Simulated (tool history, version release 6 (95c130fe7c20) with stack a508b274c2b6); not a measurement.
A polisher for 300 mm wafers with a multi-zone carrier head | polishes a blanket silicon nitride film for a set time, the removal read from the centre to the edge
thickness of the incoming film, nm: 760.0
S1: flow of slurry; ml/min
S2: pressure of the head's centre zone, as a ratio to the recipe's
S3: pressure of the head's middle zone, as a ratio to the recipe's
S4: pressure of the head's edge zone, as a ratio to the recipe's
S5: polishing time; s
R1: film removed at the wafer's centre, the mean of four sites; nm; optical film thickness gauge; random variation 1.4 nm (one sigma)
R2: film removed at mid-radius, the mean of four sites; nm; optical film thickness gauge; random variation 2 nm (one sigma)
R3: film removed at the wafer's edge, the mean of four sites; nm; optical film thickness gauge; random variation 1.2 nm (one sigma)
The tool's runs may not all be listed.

run 1 hour=0.0 | S1=175 S2=1.00 S3=1.00 S4=1.00 S5=63 | R1=132.45 R2=130.45 R3=132.43
run 2 hour=4.5 | S1=185 S2=1.02 S3=1.02 S4=1.05 S5=67 | R1=143.85 R2=143.91 R3=144.56
run 3 hour=8.7 | S1=185 S2=1.02 S3=1.07 S4=1.05 S5=67 | R1=141.02 R2=144.17 R3=145.24
run 4 hour=13.4 | S1=185 S2=1.02 S3=1.07 S4=1.05 S5=75 | R1=158.76 R2=167.19 R3=162.04
run 5 hour=15.8 | S1=185 S2=1.02 S3=1.07 S4=0.98 S5=75 | R1=159.99 R2=164.22 R3=155.00
run 6 hour=18.5 | S1=185 S2=0.96 S3=1.07 S4=0.98 S5=75 | R1=148.89 R2=164.55 R3=156.32
run 7 hour=19.5 | S1=185 S2=0.96 S3=1.07 S4=0.98 S5=75 | R1=149.24 R2=161.34 R3=156.29
run 8 hour=27.6 | S1=200 S2=0.99 S3=1.04 S4=1.03 S5=76 | R1=159.19 R2=164.59 R3=162.99
run 9 hour=29.6 | S1=200 S2=0.99 S3=1.04 S4=1.03 S5=76 | R1=160.58 R2=167.63 R3=163.03
run 10 hour=37.9 | S1=205 S2=1.01 S3=1.02 S4=1.07 S5=77 | R1=165.84 R2=162.32 R3=168.79
run 11 hour=39.5 | S1=205 S2=1.01 S3=1.02 S4=1.07 S5=77 | R1=163.62 R2=165.39 R3=167.25
run 12 hour=44.8 | S1=205 S2=1.03 S3=1.02 S4=1.10 S5=78 | R1=171.08 R2=166.31 R3=172.36
run 13 hour=52.5 | S1=210 S2=1.04 S3=1.03 S4=1.12 S5=79 | R1=176.73 R2=167.95 R3=178.10
run 14 hour=54.4 | S1=215 S2=1.05 S3=1.05 S4=1.12 S5=79 | R1=177.62 R2=171.53 R3=176.44
run 15 hour=59.0 | S1=215 S2=1.06 S3=1.06 S4=1.13 S5=79 | R1=179.39 R2=175.17 R3=178.75
run 16 hour=66.5 | S1=215 S2=1.06 S3=1.06 S4=1.13 S5=79 | R1=176.39 R2=175.07 R3=177.86

The next listed run, before its measurement:
run 17 hour=71.8 | S1=215 S2=1.07 S3=1.06 S4=1.14 S5=79 | R1=? R2=? R3=?

R1: 178.63 nm
R2: 173.23 nm
R3: 179.82 nm

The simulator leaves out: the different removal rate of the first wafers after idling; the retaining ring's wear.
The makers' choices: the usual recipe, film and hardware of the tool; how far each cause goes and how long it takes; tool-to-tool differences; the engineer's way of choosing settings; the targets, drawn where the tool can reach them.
